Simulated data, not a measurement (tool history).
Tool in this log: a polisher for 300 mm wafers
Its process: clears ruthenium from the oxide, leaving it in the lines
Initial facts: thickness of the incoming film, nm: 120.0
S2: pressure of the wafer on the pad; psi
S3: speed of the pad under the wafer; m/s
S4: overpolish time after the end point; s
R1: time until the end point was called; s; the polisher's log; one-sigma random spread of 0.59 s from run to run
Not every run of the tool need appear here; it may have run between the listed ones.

{"run": 1, "hour": 0.0, "flow of slurry (ml/min)": 275, "S2": 2.6, "S3": 1.08, "S4": 6, "R1": 80.901}
{"run": 2, "hour": 6.8, "flow of slurry (ml/min)": 275, "S2": 2.6, "S3": 1.08, "S4": 6, "R1": 83.425}
{"run": 3, "hour": 13.8, "flow of slurry (ml/min)": 275, "S2": 2.6, "S3": 0.82, "S4": 6, "R1": 107.44}
{"run": 4, "hour": 21.6, "flow of slurry (ml/min)": 230, "S2": 2.6, "S3": 0.82, "S4": 6, "R1": 107.35}
{"run": 5, "hour": 24.9, "flow of slurry (ml/min)": 170, "S2": 2.6, "S3": 0.82, "S4": 6, "R1": 114.51}
{"run": 6, "hour": 28.4, "flow of slurry (ml/min)": 170, "S2": 2.6, "S3": 0.82, "S4": 6, "R1": 114.58}
{"run": 7, "hour": 36.8, "flow of slurry (ml/min)": 180, "S2": 2.8, "S3": 0.86, "S4": 6, "R1": 103.56}
{"run": 8, "hour": 42.7, "flow of slurry (ml/min)": 180, "S2": 2.8, "S3": 0.86, "S4": 6, "R1": 103.69}
{"run": 9, "hour": 46.2, "flow of slurry (ml/min)": 190, "S2": 3, "S3": 0.9, "S4": 6, "R1": 93.429}
{"run": 10, "hour": 48.4, "flow of slurry (ml/min)": 200, "S2": 3.1, "S3": 0.94, "S4": 6, "R1": 87.438}
{"run": 11, "hour": 57.3, "flow of slurry (ml/min)": 210, "S2": 3.2, "S3": 0.98, "S4": 6, "R1": 80.892}
{"run": 12, "hour": 61.5, "flow of slurry (ml/min)": 220, "S2": 3.3, "S3": 1.02, "S4": 6, "R1": 76.07}
{"run": 13, "hour": 64.4, "flow of slurry (ml/min)": 225, "S2": 3.4, "S3": 1.06, "S4": 6, "R1": 71.726}
{"run": 14, "hour": 71.2, "flow of slurry (ml/min)": 230, "S2": 3.5, "S3": 1.08, "S4": 6, "R1": 68.249}
{"run": 15, "hour": 79.4, "flow of slurry (ml/min)": 235, "S2": 3.6, "S3": 1.1, "S4": 6, "R1": 66.632}
{"run": 16, "hour": 86.7, "flow of slurry (ml/min)": 235, "S2": 3.7, "S3": 1.14, "S4": 6, "R1": 61.186}
{"run": 17, "hour": 92.3, "flow of slurry (ml/min)": 240, "S2": 3.7, "S3": 1.16, "S4": 6, "R1": 62.037}

Predict the results of run 18:
{"run": 18, "hour": 93.0, "flow of slurry (ml/min)": 245, "S2": 3.7, "S3": 1.18, "S4": 6, "R1": "?"}

Run 18 measured R1 60.076 s.
